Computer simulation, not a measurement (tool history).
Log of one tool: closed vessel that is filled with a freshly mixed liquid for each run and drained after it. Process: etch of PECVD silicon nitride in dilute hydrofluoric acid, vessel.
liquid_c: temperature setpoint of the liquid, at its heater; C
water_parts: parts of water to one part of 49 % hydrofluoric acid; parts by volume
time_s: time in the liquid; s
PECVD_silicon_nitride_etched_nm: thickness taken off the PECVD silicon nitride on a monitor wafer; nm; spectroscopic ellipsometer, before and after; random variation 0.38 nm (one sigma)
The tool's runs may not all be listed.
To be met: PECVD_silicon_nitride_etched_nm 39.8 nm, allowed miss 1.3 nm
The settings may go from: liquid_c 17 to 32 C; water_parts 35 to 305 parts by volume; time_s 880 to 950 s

run  hour  liquid_c  water_parts  time_s  PECVD_silicon_nitride_etched_nm
  1     0        24          170     880                           24.562
  2   2.4      25.5          170     880                           26.811
  3   5.4      25.5          200     880                           23.006
  4  10.1      25.5          140     880                           32.754
  5  12.5      25.5          200     880                           22.604
  6  18.9      25.5          225     880                           20.553
  7  20.4        27          215     880                           23.385
  8  24.8        28          205     880                           25.957
  9  28.6        29          195     880                           28.978
 10    37      29.5          190     880                           31.464

Which of these 5 next moves meets every target?
  A  45.4      31.5          165     920                                ?
  B  45.4        32          160     910                                ?
  C  45.4        27          155     935                                ?
  D  45.4        30          215     880                                ?
  E  45.4      30.5          165     915                                ?

move  PECVD_silicon_nitride_etched_nm
   A                           41.947
   B                           44.121
   C                           34.464
   D                           27.984
   E                           39.281
A: takes the result that was furthest off past its target
B: takes the result that was furthest off past its target
C: nearer than the last run, and not there yet
D: further off than the last run
E: meets every target
Answer: E

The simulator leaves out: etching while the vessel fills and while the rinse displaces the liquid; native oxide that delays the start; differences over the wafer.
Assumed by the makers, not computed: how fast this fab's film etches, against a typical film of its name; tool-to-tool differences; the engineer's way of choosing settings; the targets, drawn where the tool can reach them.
